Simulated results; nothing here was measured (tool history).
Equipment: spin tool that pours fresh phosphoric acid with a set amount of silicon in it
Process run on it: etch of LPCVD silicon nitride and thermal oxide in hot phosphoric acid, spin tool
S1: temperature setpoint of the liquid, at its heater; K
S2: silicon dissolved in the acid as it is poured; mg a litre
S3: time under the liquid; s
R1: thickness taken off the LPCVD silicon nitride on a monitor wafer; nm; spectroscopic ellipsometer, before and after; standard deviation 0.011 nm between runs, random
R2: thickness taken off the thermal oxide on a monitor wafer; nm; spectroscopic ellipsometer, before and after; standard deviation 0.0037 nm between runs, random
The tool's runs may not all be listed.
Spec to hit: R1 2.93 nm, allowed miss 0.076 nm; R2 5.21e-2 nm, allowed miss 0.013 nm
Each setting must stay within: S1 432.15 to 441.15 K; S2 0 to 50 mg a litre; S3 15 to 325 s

run,hour,S1,S2,S3,R1,R2
1,0,437.15,28,165,14.447,3.4697e-1
2,5.7,437.15,22.5,165,14.546,3.8841e-1
3,12.3,435.65,29.5,125,10.443,2.0072e-1
4,19.6,435.65,22.5,125,10.446,2.9414e-1
5,28.5,434.65,27.5,95,7.7032,1.6072e-1
6,29.9,432.65,27.5,95,7.2019,1.4013e-1
7,30.5,432.15,41.5,15,1.1145,8.6931e-3
8,34.8,433.65,37,15,1.171,1.6089e-2
9,37.6,436.15,49.5,95,8.0832,5.7509e-2
10,43.2,436.15,49.5,95,8.0849,6.9759e-2
11,50.2,435.15,43.5,85,6.9785,6.1819e-2
12,51.4,432.65,25.5,15,1.1276,2.1355e-2
13,55.7,435.15,28.5,15,1.2362,2.4119e-2
14,64.5,435.65,30,25,2.0829,4.4555e-2
15,67,436.65,32.5,25,2.1645,3.7881e-2
16,76,439.15,27,60,5.6526,1.4732e-1
17,79.6,438.15,28,60,5.4223,1.2631e-1
18,81.1,437.15,28.5,60,5.2666,1.1655e-1
19,86.5,436.15,29,60,5.1112,1.0532e-1
20,92.3,435.15,29,60,4.9028,1.062e-1
21,98.9,432.65,40.5,15,1.1352,1.193e-2
22,106,434.65,40,15,1.2167,1.4867e-2
23,114,436.15,40,20,1.7038,2.1819e-2
24,120.9,436.15,40,20,1.7041,1.9248e-2
25,129,437.15,38.5,20,1.753,2.6326e-2
26,136.5,437.65,38.5,25,2.2361,3.4965e-2

Which one of the following 4 next-run settings gets every result inside its allowed miss? There is exactly one.
A,144,437.65,27,35,?,?
B,144,438.65,26,15,?,?
C,144,435.65,33,35,?,?
D,144,437.15,37,40,?,?

move,R1,R2
A,3.1413,7.9854e-2
B,1.3912,3.8108e-2
C,2.9404,5.4229e-2
D,3.5314,5.6575e-2
A: moves the result that the last run missed by most past its target, out the other side
B: moves away from the targets compared with the last run
C: each result inside its tolerance
D: moves the result that the last run missed by most past its target, out the other side
Go with C: it meets all targets.
